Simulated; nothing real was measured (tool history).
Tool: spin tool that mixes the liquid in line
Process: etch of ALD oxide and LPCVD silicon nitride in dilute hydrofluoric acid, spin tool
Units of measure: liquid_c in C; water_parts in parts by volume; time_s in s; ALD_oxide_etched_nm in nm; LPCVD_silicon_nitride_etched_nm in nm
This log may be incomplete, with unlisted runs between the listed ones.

run,hour,liquid_c,water_parts,time_s,ALD_oxide_etched_nm,LPCVD_silicon_nitride_etched_nm
1,0.0,26.0,55,70,35.483,0.69945
2,2.1,26.0,55,50,24.971,0.46624
3,7.8,26.0,65,50,21.161,0.42104
4,16.6,25.0,75,55,18.905,0.38731
5,20.6,24.0,85,60,17.562,0.33844
6,26.6,24.0,65,60,23.656,0.47089
7,33.0,23.5,65,60,22.906,0.44403
8,34.2,23.0,65,60,22.697,0.42289
9,38.7,23.0,70,60,21.022,0.39329
10,46.2,23.0,75,60,19.083,0.34859
11,50.1,23.5,75,60,19.812,0.36618
12,52.8,24.0,75,60,19.966,0.38240
13,56.1,24.5,85,60,17.659,0.34340
14,61.1,25.5,90,60,17.413,0.36125

Run 15 has not been measured yet. What should we expect?
15,63.7,25.5,95,60,?,?

ALD_oxide_etched_nm: 16.412 nm
LPCVD_silicon_nitride_etched_nm: 0.32357 nm
